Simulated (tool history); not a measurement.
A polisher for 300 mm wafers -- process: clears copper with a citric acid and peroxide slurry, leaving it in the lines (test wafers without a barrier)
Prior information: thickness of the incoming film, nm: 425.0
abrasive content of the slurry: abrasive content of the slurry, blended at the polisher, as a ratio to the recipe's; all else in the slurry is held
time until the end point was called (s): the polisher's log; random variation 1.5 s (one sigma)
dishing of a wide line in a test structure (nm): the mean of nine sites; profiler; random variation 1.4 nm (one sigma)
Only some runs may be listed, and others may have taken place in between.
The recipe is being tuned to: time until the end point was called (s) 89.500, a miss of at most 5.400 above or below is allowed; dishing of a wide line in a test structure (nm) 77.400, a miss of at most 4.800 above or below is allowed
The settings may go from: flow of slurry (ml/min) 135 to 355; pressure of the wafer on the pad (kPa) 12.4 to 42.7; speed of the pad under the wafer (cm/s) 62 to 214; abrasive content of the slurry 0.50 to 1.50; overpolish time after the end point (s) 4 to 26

run  hour  flow of slurry (ml/min)  pressure of the wafer on the pad (kPa)  speed of the pad under the wafer (cm/s)  abrasive content of the slurry  overpolish time after the end point (s)  time until the end point was called (s)  dishing of a wide line in a test structure (nm)
  1   0.0                      225                                    27.6                                      138                            1.00                                       13                                  125.570                                           34.678
  2   6.8                      225                                    27.6                                      138                            0.90                                       13                                  130.610                                           34.253
  3  11.9                      225                                    30.3                                      138                            0.90                                       13                                  117.940                                           38.275
  4  16.9                      225                                    30.3                                      138                            0.70                                       13                                  125.250                                           36.809
  5  20.3                      225                                    33.1                                      138                            0.70                                       13                                  114.990                                           39.120
  6  29.0                      225                                    34.5                                      140                            0.70                                       14                                  106.340                                           43.748
  7  36.3                      225                                    35.2                                      142                            0.70                                       15                                  104.130                                           47.462
  8  38.1                      225                                    35.9                                      142                            0.70                                       16                                  100.880                                           53.797
  9  45.6                      225                                    36.5                                      142                            0.70                                       17                                  102.960                                           55.459
 10  47.6                      225                                    37.2                                      142                            0.70                                       18                                   98.663                                           58.641
 11  54.8                      225                                    37.9                                      142                            0.70                                       19                                   95.870                                           64.012
     56.3  -- slurry nozzle cleaned
 12  56.3                      225                                    38.6                                      142                            0.70                                       19                                   91.896                                           67.120
 13  62.5                      225                                    39.3                                      142                            0.70                                       20                                   87.924                                           70.622

Of the 4 settings listed for the next run, only one would bring every result within its allowed miss of target. Which one?
  A  68.7                      205                                    39.3                                      120                            0.80                                       26                                        ?                                                ?
  B  68.7                      270                                    37.9                                      152                            0.60                                       22                                        ?                                                ?
  C  68.7                      165                                    42.7                                      132                            0.85                                       18                                        ?                                                ?
  D  68.7                      235                                    42.7                                      124                            0.85                                       19                                        ?                                                ?

move  time until the end point was called (s)  dishing of a wide line in a test structure (nm)
   A                                  106.050                                           77.381
   B                                   89.524                                           77.337
   C                                   89.600                                           65.966
   D                                   92.808                                           67.025
A: corrects the largest miss of the last run, while another result sits out of spec
B: every result within its allowed miss
C: misses by more than the last run did
D: misses by more than the last run did
So the answer is move B, the one that meets all the targets.
